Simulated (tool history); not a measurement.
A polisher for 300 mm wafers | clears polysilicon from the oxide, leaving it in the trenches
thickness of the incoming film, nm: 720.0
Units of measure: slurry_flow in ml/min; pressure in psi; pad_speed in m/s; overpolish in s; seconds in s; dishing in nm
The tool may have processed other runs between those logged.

run	hour	slurry_flow	pressure	pad_speed	overpolish	seconds	dishing
1	0.0	195	2.2	1.06	11	68.694	34.0660
2	8.0	195	2.1	1.00	10	78.599	33.1600
3	12.2	195	2.1	1.20	10	64.936	34.1800
4	18.3	195	2.7	1.20	10	50.501	36.6290
# hour 21.5: worn pad replaced by a new one
5	21.5	195	2.7	0.98	10	57.784	34.8060
6	27.6	195	3.0	0.98	10	54.039	36.0710
7	29.5	190	2.8	0.92	9	60.340	33.3660
8	37.8	180	2.6	0.88	8	69.786	31.5280
9	41.5	175	2.5	0.84	7	72.186	29.3810
10	46.1	170	2.3	0.80	7	86.841	28.4140
11	49.8	165	2.2	0.76	7	93.474	26.8230
12	56.2	160	2.1	0.74	7	101.280	25.2310
13	58.5	155	2.0	0.72	7	109.800	25.0890
14	61.2	150	1.9	0.70	7	119.470	24.2270
15	68.1	145	1.8	0.68	7	130.620	22.2250
16	72.2	115	1.2	0.72	3	175.780	9.0081
17	75.9	120	1.2	0.72	3	182.110	8.8639
18	76.4	115	1.5	0.74	9	153.340	24.2560

Run 19 has not been measured yet. What should we expect?
19	77.9	115	1.4	0.76	9	?	?

seconds: 155.710 s
dishing: 23.6520 nm

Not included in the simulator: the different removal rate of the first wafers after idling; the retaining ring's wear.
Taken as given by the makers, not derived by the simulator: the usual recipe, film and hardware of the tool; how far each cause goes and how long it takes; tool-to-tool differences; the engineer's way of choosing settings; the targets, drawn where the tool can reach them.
